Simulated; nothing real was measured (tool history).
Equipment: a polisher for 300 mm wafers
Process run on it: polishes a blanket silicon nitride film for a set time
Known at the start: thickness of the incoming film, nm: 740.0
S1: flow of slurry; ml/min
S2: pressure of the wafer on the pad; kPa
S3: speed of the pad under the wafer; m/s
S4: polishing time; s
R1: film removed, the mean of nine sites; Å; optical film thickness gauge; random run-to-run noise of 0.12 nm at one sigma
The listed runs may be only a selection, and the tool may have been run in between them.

Run 1, hour 0: S1 230 ml/min, S2 24.8 kPa, S3 0.88 m/s, S4 20 s. Result: R1 269.47 Å.
Run 2, hour 7: S1 225 ml/min, S2 22.1 kPa, S3 0.88 m/s, S4 20 s. Result: R1 240.15 Å.
Run 3, hour 11.7: S1 195 ml/min, S2 22.1 kPa, S3 0.88 m/s, S4 20 s. Result: R1 233.26 Å.
Run 4, hour 14.9: S1 195 ml/min, S2 22.1 kPa, S3 0.68 m/s, S4 20 s. Result: R1 206.89 Å.
Run 5, hour 16.8: S1 190 ml/min, S2 21.4 kPa, S3 0.68 m/s, S4 20 s. Result: R1 201.7 Å.
Run 6, hour 19.8: S1 165 ml/min, S2 21.4 kPa, S3 0.68 m/s, S4 20 s. Result: R1 196.76 Å.

Estimate the outcome of run 7 from the log above:
Run 7, hour 22.1: S1 165 ml/min, S2 20.7 kPa, S3 0.68 m/s, S4 20 s. Result: R1 ?.

R1: 188.62 Å

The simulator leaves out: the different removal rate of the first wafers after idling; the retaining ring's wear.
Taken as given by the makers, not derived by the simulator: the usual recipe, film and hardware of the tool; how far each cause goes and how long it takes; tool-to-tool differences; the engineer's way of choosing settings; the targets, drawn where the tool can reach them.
